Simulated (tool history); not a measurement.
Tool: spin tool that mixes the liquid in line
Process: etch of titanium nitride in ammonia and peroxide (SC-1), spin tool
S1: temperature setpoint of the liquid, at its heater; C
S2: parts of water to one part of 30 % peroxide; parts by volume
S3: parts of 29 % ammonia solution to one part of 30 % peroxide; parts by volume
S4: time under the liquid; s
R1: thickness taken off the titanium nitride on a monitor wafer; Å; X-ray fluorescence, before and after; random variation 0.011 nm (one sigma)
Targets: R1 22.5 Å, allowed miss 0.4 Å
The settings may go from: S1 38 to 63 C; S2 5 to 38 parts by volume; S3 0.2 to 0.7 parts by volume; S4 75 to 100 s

run 1 day=0 | S1=47 S2=21 S3=0.4 S4=100 | R1=32.521
run 2 day=0.279 | S1=47 S2=21 S3=0.5 S4=100 | R1=34.241
run 3 day=0.342 | S1=46 S2=21 S3=0.5 S4=100 | R1=31.868
run 4 day=0.596 | S1=45 S2=21 S3=0.5 S4=100 | R1=29.692
run 5 day=0.671 | S1=44.5 S2=21 S3=0.5 S4=100 | R1=28.628
run 6 day=0.788 | S1=44.5 S2=21 S3=0.6 S4=100 | R1=29.536
run 7 day=1.142 | S1=44 S2=21 S3=0.6 S4=100 | R1=28.559
run 8 day=1.325 | S1=40 S2=21 S3=0.6 S4=100 | R1=21.068
run 9 day=1.6 | S1=40.5 S2=21 S3=0.6 S4=100 | R1=21.917

4 next moves are on the table. One of them brings every result within its allowed miss. Which?
run A day=1.875 | S1=41 S2=21.5 S3=0.7 S4=100 | R1=?
run B day=1.875 | S1=41 S2=19 S3=0.7 S4=95 | R1=?
run C day=1.875 | S1=39 S2=16 S3=0.7 S4=100 | R1=?
run D day=1.875 | S1=42 S2=24.5 S3=0.6 S4=100 | R1=?

move=A R1=23.213
move=B R1=23.614
move=C R1=23.539
move=D R1=22.572
A: takes the result that was furthest off past its target
B: takes the result that was furthest off past its target
C: takes the result that was furthest off past its target
D: meets every target
The right move is D.

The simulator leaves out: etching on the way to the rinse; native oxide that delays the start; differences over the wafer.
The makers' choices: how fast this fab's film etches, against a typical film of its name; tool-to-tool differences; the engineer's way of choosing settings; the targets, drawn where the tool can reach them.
